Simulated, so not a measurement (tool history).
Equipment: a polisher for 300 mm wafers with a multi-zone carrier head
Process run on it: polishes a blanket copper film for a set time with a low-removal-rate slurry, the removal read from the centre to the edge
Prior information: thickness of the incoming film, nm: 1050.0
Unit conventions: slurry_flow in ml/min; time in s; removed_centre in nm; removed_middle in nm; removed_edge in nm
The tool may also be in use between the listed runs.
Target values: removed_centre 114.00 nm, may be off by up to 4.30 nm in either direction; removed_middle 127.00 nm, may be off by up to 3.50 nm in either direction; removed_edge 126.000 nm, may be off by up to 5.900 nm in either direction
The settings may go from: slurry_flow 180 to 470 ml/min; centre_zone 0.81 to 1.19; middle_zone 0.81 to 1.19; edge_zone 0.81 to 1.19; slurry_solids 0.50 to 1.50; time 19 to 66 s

| run | hour | slurry_flow | centre_zone | middle_zone | edge_zone | slurry_solids | time | removed_centre | removed_middle | removed_edge |
|---|---|---|---|---|---|---|---|---|---|---|
| 1 | 0.0 | 300 | 1.00 | 1.00 | 1.00 | 1.00 | 42 | 100.30 | 104.45 | 99.978 |
| 2 | 1.9 | 300 | 1.00 | 1.01 | 1.03 | 1.10 | 42 | 103.61 | 106.18 | 102.620 |
| 3 | 4.6 | 300 | 0.98 | 1.02 | 1.06 | 1.20 | 43 | 110.46 | 111.16 | 109.210 |
| 4 | 7.8 | 300 | 0.98 | 1.02 | 1.06 | 1.40 | 43 | 111.29 | 114.04 | 113.430 |
| 5 | 14.4 | 300 | 1.06 | 1.02 | 1.06 | 1.40 | 43 | 115.71 | 113.75 | 111.530 |
| 6 | 21.6 | 300 | 1.09 | 1.02 | 1.06 | 1.40 | 43 | 120.58 | 115.22 | 114.700 |
| 7 | 24.0 | 280 | 0.99 | 1.09 | 1.16 | 1.50 | 46 | 121.56 | 127.33 | 124.910 |
| 8 | 25.2 | 275 | 0.97 | 1.09 | 1.16 | 1.50 | 46 | 118.98 | 128.78 | 122.040 |

Exactly one of the 4 candidate moves below puts every result within its allowed miss. Which one?
| A | 26.4 | 275 | 1.03 | 1.09 | 1.17 | 1.45 | 48 | ? | ? | ? |
| B | 26.4 | 285 | 0.90 | 1.06 | 1.18 | 1.45 | 47 | ? | ? | ? |
| C | 26.4 | 380 | 1.01 | 1.10 | 1.18 | 1.25 | 46 | ? | ? | ? |
| D | 26.4 | 330 | 1.06 | 0.99 | 1.19 | 1.40 | 47 | ? | ? | ? |

| move | removed_centre | removed_middle | removed_edge |
|---|---|---|---|
| A | 130.19 | 132.18 | 129.100 |
| B | 115.92 | 127.76 | 127.180 |
| C | 123.34 | 127.39 | 123.090 |
| D | 132.00 | 123.34 | 128.110 |
A: misses by more than the last run did
B: meets every target
C: misses by more than the last run did
D: misses by more than the last run did
B meets every target.
